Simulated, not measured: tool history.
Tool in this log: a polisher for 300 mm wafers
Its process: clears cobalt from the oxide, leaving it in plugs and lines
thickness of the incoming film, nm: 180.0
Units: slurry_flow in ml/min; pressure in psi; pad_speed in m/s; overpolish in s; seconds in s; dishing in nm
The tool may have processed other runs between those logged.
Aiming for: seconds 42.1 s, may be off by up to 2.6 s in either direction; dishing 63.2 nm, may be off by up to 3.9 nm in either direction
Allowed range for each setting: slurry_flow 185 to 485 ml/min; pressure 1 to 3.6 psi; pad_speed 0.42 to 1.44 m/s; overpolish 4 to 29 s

run  hour  slurry_flow  pressure  pad_speed  overpolish  seconds  dishing
  1     0          310       2.3       0.92          15   30.219   58.538
  2   7.5          345       2.3       0.92          15   30.063   56.726
  3  10.7          345       2.3       0.92          11   29.918   46.616
  4  16.1          340       2.2       0.92          13    31.37   51.234
  5  23.7          335       2.1       0.92          15    33.61    55.74
  6  30.1          335       2.5       0.92          15   27.976   61.522
  7  32.5          335       2.3        0.9          16   31.006   58.004
  8  40.1          330       2.2        0.9          17    32.87   60.948
  9  46.1          330       2.1        0.9          18   33.462   59.656
 10  53.2          325         2        0.9          19   34.696   60.486
 11  57.2          325       1.9        0.9          20   36.592   61.269
 12  65.1          325       1.8        0.9          21   38.714   62.208

Exercise: of the 4 proposed moves below, exactly one satisfies all targets within the stated allowed misses. Which move is it?
  A    73          385       1.9       0.96          24        ?        ?
  B    73          365       1.7       1.02          20        ?        ?
  C    73          305       1.9       0.98          20        ?        ?
  D    73          300       1.8       0.84          23        ?        ?

move  seconds  dishing
   A   35.008   67.786
   B   36.844   60.619
   C   34.796   62.393
   D   42.609   60.513
A: moves away from the targets compared with the last run
B: moves away from the targets compared with the last run
C: moves away from the targets compared with the last run
D: all results in spec
So the answer is move D, the one that meets all the targets.

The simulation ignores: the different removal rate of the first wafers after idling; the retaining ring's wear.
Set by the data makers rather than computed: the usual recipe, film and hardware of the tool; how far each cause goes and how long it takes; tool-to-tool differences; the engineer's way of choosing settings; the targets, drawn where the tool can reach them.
